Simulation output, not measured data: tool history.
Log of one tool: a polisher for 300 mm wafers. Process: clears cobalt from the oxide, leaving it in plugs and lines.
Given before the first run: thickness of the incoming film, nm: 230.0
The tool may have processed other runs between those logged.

run	day	flow of slurry (ml/min)	pressure of the wafer on the pad (kPa)	speed of the pad under the wafer (m/s)	overpolish time after the end point (s)	time until the end point was called (s)	dishing of a wide line in a test structure (Å)
1	0	195	15.9	0.84	16	51.589	359.64
2	0.1	240	15.9	0.84	16	48.631	374.23
3	0.25	240	14.5	0.84	16	52.962	346.7
4	0.588	240	14.5	0.84	10	52.322	266.58
5	0.854	240	14.5	0.64	10	68.417	227.49
6	1.138	240	14.5	0.64	14	66.653	291.36

Forecast run 7:
7	1.454	240	13.8	0.62	15	?	?

Logged for run 7: time until the end point was called (s) 75.117, dishing of a wide line in a test structure (Å) 276.87.

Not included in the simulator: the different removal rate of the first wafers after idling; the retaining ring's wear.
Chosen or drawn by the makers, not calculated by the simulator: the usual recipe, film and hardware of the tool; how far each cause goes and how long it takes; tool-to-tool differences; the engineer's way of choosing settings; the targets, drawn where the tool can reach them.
